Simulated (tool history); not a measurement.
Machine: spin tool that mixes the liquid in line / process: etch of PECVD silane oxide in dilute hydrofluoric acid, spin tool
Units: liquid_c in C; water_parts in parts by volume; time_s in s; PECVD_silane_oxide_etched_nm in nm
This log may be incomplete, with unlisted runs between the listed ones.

run	hour	liquid_c	water_parts	time_s	PECVD_silane_oxide_etched_nm
1	0	24	150	285	34.466
2	1.5	26.5	120	285	48.516
3	5.3	28	100	285	63.621
4	14.1	29	90	285	74.705
5	21	29	90	305	79.343
6	25	30	85	305	88.617
7	30.6	30.5	85	305	90.934
8	37.9	31	85	305	93.488
9	42.6	31.5	85	305	94.195

What will run 10 give?
10	48.7	31.5	80	305	?

PECVD_silane_oxide_etched_nm: 100.73 nm

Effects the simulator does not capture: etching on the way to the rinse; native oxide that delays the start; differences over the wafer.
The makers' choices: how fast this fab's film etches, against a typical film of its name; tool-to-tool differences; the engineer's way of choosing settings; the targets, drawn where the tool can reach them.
